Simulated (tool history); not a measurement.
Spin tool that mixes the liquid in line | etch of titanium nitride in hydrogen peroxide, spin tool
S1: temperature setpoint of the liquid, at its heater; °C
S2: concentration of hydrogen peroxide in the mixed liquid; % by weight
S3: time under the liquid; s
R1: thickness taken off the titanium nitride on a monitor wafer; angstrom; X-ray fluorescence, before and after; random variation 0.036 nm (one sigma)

| run | hour | S1 | S2 | S3 | R1 |
|---|---|---|---|---|---|
| 1 | 0.0 | 46.0 | 18.5 | 145 | 74.461 |
| 2 | 4.6 | 46.0 | 14.5 | 145 | 71.985 |
| 3 | 10.2 | 46.0 | 16.5 | 145 | 71.958 |
| 4 | 16.3 | 45.0 | 16.5 | 145 | 67.986 |
| 5 | 17.2 | 45.0 | 16.5 | 145 | 67.427 |
| 6 | 26.0 | 45.0 | 18.0 | 145 | 68.511 |
| 7 | 28.2 | 45.0 | 18.0 | 145 | 69.812 |
| 8 | 30.2 | 44.0 | 18.0 | 145 | 63.801 |
| 9 | 36.3 | 43.0 | 18.0 | 145 | 59.317 |
| 10 | 40.0 | 42.5 | 18.0 | 145 | 57.089 |
| 11 | 42.0 | 42.5 | 18.0 | 145 | 57.272 |
| 12 | 43.5 | 42.0 | 18.0 | 145 | 55.263 |
| 13 | 46.7 | 41.5 | 18.0 | 145 | 52.402 |
| 14 | 52.4 | 41.0 | 18.0 | 145 | 51.162 |
| 15 | 60.3 | 40.5 | 18.0 | 145 | 48.720 |

The next listed run, before its measurement:
| 16 | 61.4 | 40.0 | 18.0 | 145 | ? |

Run 16 gave R1 46.952 angstrom.
